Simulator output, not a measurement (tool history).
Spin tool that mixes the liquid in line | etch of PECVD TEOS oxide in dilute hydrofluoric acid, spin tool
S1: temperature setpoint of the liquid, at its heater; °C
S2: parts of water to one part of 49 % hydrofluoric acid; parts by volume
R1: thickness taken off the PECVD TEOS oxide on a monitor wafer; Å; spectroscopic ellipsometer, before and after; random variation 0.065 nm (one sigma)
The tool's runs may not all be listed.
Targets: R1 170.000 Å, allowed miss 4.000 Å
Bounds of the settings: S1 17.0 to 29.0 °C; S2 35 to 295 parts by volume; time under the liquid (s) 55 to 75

run 1 day=0.000 | S1=21.0 S2=165 time_under_the_liquid_(s)=75 | R1=103.660
run 2 day=0.204 | S1=19.5 S2=165 time_under_the_liquid_(s)=75 | R1=97.715
run 3 day=0.283 | S1=19.5 S2=165 time_under_the_liquid_(s)=75 | R1=98.956
run 4 day=0.371 | S1=19.5 S2=165 time_under_the_liquid_(s)=75 | R1=98.035
run 5 day=0.742 | S1=22.0 S2=155 time_under_the_liquid_(s)=75 | R1=116.630
run 6 day=0.796 | S1=24.0 S2=150 time_under_the_liquid_(s)=75 | R1=131.800
run 7 day=0.971 | S1=25.5 S2=150 time_under_the_liquid_(s)=75 | R1=137.600
run 8 day=1.071 | S1=26.5 S2=145 time_under_the_liquid_(s)=75 | R1=149.090
run 9 day=1.392 | S1=27.0 S2=145 time_under_the_liquid_(s)=75 | R1=151.290
run 10 day=1.625 | S1=27.5 S2=145 time_under_the_liquid_(s)=75 | R1=156.040
run 11 day=1.692 | S1=28.0 S2=145 time_under_the_liquid_(s)=75 | R1=158.150
run 12 day=2.021 | S1=28.5 S2=145 time_under_the_liquid_(s)=75 | R1=159.490

Which of these 4 next moves meets every target?
run A day=2.350 | S1=27.5 S2=140 time_under_the_liquid_(s)=75 | R1=?
run B day=2.350 | S1=27.5 S2=135 time_under_the_liquid_(s)=75 | R1=?
run C day=2.350 | S1=28.0 S2=130 time_under_the_liquid_(s)=75 | R1=?
run D day=2.350 | S1=29.0 S2=135 time_under_the_liquid_(s)=75 | R1=?

move=A R1=161.350
move=B R1=168.390
move=C R1=179.300
move=D R1=178.010
A: nearer than the last run, and not there yet
B: meets every target
C: takes the result that was furthest off past its target
D: takes the result that was furthest off past its target
The right move is B.
